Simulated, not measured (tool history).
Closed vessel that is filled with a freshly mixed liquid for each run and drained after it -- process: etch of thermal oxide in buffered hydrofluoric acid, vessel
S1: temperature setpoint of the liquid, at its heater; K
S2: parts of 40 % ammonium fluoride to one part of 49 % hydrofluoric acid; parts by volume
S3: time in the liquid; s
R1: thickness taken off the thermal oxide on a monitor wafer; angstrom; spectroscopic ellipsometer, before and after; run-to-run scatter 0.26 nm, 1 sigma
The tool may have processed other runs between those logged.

run,hour,S1,S2,S3,R1
1,0.0,298.15,15.0,105,881.75
2,3.9,296.65,15.0,105,811.25
3,10.6,295.65,15.0,105,769.94
4,12.2,295.15,15.0,105,739.39
5,15.4,294.65,15.0,105,721.85
6,16.8,296.65,15.0,105,806.42

Estimate the outcome of run 7 from the log above:
7,18.4,295.65,15.0,105,?

R1: 766.83 angstrom
